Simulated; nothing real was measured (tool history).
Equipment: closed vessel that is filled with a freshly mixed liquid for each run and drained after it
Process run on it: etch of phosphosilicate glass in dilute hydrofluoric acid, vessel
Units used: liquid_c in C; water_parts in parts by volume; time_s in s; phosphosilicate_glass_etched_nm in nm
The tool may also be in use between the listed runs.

run  hour  liquid_c  water_parts  time_s  phosphosilicate_glass_etched_nm
  1   0.0      22.0           65      95                           245.02
  2   4.3      21.5           65      95                           244.58
  3  10.7      23.0           65      95                           255.57
  4  17.6      24.5           65      95                           273.52
  5  21.9      24.5           50      95                           362.94
     27.9  -- hydrofluoric acid flow meter replaced
  6  27.9      24.5           50      95                           383.08

What will run 7 give?
  7  33.4      23.0           50      95                                ?

phosphosilicate_glass_etched_nm: 359.26 nm

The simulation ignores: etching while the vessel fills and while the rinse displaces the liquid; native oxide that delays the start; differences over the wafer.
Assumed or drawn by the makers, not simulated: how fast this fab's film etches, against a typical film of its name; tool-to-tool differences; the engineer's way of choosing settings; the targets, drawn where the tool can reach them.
